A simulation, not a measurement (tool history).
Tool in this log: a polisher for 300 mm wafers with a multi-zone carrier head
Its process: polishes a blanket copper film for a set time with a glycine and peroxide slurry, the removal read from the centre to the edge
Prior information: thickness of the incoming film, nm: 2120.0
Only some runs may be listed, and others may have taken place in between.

run,hour,flow of slurry (ml/min),pressure of the head's centre zone,pressure of the head's middle zone,pressure of the head's edge zone,polishing time (s),film removed at the wafer's centre (angstrom),film removed at mid-radius (angstrom),film removed at the wafer's edge (angstrom)
1,0,240,1,1,1,73,5854.9,5629.5,5709.3
2,1.1,240,0.92,1,1,73,5399.1,5722.5,5744.4
3,6.5,240,0.86,1,1,73,5058,5757.9,5647.3
4,8.7,240,0.86,1.06,1,73,5083.4,5948.3,5738.4
5,17.2,235,0.87,1.02,0.98,70,4836.1,5746.1,5442.7
6,25.1,235,0.82,1.02,0.98,70,4623.2,5586.3,5365.4
7,33.4,235,0.84,0.99,0.97,67,4533.6,5261.1,5190
8,37.1,240,0.86,0.97,0.95,64,4441.7,4945.7,4909.7

Run 9 is up next; what results do you expect?
9,45,245,0.87,0.95,0.93,62,?,?,?

For run 9 the tool returned film removed at the wafer's centre (angstrom) 4354.4, film removed at mid-radius (angstrom) 4645.3, film removed at the wafer's edge (angstrom) 4575.

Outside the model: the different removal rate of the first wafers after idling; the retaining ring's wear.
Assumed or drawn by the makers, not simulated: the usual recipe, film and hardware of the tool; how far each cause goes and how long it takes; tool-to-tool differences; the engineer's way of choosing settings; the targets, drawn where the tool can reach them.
